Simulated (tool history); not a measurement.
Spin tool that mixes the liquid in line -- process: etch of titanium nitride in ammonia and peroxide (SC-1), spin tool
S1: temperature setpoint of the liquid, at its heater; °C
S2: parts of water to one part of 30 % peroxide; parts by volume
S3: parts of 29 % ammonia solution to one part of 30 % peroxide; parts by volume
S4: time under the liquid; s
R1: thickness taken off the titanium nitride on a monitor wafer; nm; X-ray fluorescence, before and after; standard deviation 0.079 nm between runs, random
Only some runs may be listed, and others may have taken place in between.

Run 1, hour 0: S1 60 °C, S2 8 parts by volume, S3 0.9 parts by volume, S4 100 s. Result: R1 16.472 nm.
Run 2, hour 1.8: S1 58.5 °C, S2 8 parts by volume, S3 0.9 parts by volume, S4 100 s. Result: R1 14.834 nm.
Run 3, hour 4.9: S1 58.5 °C, S2 10.5 parts by volume, S3 0.9 parts by volume, S4 100 s. Result: R1 12.927 nm.
Run 4, hour 7.9: S1 58.5 °C, S2 8 parts by volume, S3 0.9 parts by volume, S4 100 s. Result: R1 14.772 nm.
Run 5, hour 10: S1 57.5 °C, S2 8 parts by volume, S3 0.9 parts by volume, S4 100 s. Result: R1 13.747 nm.
Run 6, hour 17.1: S1 57.5 °C, S2 8 parts by volume, S3 0.75 parts by volume, S4 100 s. Result: R1 13.519 nm.
Run 7, hour 18.6: S1 56.5 °C, S2 8 parts by volume, S3 0.75 parts by volume, S4 100 s. Result: R1 12.375 nm.
Run 8, hour 23.2: S1 55.5 °C, S2 8 parts by volume, S3 0.75 parts by volume, S4 100 s. Result: R1 11.753 nm.
Run 9, hour 32: S1 55 °C, S2 8 parts by volume, S3 0.75 parts by volume, S4 100 s. Result: R1 11.548 nm.
Run 10, hour 34.4: S1 54.5 °C, S2 8 parts by volume, S3 0.75 parts by volume, S4 100 s. Result: R1 10.968 nm.

Run 11 is up next; what results do you expect?
Run 11, hour 42.5: S1 50 °C, S2 8 parts by volume, S3 0.75 parts by volume, S4 100 s. Result: R1 ?.

{"run 11": {"R1": 8.145}}

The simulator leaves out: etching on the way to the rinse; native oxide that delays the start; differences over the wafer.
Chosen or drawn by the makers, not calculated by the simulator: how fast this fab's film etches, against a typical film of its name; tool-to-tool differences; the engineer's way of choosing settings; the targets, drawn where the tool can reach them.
